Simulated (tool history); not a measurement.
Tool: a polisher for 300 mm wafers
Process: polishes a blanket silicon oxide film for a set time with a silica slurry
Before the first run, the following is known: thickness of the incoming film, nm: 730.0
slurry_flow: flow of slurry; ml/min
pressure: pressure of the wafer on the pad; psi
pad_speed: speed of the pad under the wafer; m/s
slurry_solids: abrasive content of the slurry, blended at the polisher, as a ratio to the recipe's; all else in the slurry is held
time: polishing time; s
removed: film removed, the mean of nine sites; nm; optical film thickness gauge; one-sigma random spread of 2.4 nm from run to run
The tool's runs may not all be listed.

run,hour,slurry_flow,pressure,pad_speed,slurry_solids,time,removed
1,0,230,4.5,1.26,1,36,145.66
2,4.3,230,4.5,1.26,1,36,139.56
3,10.6,230,4.9,1.26,1,36,154.88
4,12.7,230,5.2,1.26,1,36,157.59
5,14.5,185,5.2,1.26,1,36,152
6,22.2,200,5.4,1.26,1,36,159.45

Run 7 is up next; what results do you expect?
7,28.1,215,5.6,1.26,1,36,?

Run 7 produced removed 162.83 nm.

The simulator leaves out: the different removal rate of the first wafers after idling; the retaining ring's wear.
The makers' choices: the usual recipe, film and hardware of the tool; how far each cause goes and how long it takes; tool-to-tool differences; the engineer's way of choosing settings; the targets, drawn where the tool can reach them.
